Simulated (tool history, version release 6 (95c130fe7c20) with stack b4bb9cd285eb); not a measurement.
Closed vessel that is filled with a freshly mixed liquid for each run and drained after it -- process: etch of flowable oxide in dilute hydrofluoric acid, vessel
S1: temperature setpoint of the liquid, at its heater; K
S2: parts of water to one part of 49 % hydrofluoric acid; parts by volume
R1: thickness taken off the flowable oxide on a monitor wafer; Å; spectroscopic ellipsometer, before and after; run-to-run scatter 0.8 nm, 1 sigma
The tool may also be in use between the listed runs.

run 1 hour=0.0 | S1=298.15 S2=65 time_in_the_liquid_(s)=135 | R1=472.60
run 2 hour=6.0 | S1=300.65 S2=65 time_in_the_liquid_(s)=135 | R1=532.02
run 3 hour=9.8 | S1=300.65 S2=65 time_in_the_liquid_(s)=135 | R1=524.76
run 4 hour=17.6 | S1=303.15 S2=65 time_in_the_liquid_(s)=135 | R1=576.55
run 5 hour=23.4 | S1=303.15 S2=50 time_in_the_liquid_(s)=135 | R1=769.75
run 6 hour=30.3 | S1=303.15 S2=40 time_in_the_liquid_(s)=135 | R1=986.88
run 7 hour=31.4 | S1=303.15 S2=40 time_in_the_liquid_(s)=135 | R1=985.90
run 8 hour=34.0 | S1=303.65 S2=40 time_in_the_liquid_(s)=135 | R1=1002.00
run 9 hour=38.1 | S1=304.15 S2=40 time_in_the_liquid_(s)=135 | R1=1029.90

Estimate the outcome of run 10 from the log above:
run 10 hour=43.6 | S1=304.65 S2=40 time_in_the_liquid_(s)=135 | R1=?

{"run 10": {"R1": 1048.7}}

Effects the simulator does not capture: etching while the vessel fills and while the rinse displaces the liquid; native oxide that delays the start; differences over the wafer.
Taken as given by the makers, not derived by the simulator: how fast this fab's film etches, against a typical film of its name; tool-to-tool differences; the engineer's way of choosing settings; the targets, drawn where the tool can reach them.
